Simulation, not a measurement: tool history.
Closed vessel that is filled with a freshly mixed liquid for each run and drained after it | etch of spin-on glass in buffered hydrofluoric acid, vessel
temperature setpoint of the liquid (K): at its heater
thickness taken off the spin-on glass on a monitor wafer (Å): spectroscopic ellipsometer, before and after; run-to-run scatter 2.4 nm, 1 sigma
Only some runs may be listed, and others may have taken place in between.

run,hour,temperature setpoint of the liquid (K),parts of 40 % ammonium fluoride to one part of 49 % hydrofluoric acid (parts by volume),time in the liquid (s),thickness taken off the spin-on glass on a monitor wafer (Å)
1,0,294.15,11,95,2876.8
2,1.3,293.65,11,95,2822.3
3,10.4,293.65,11,95,2805.1
4,11.4,293.15,11,95,2740.5
5,16.4,293.15,11,95,2760.3
6,21.3,292.65,11,95,2668.9
7,27.4,292.15,11,95,2571.8

Predict the results of run 8:
8,29.6,292.15,11,95,?

thickness taken off the spin-on glass on a monitor wafer (Å): 2621.7
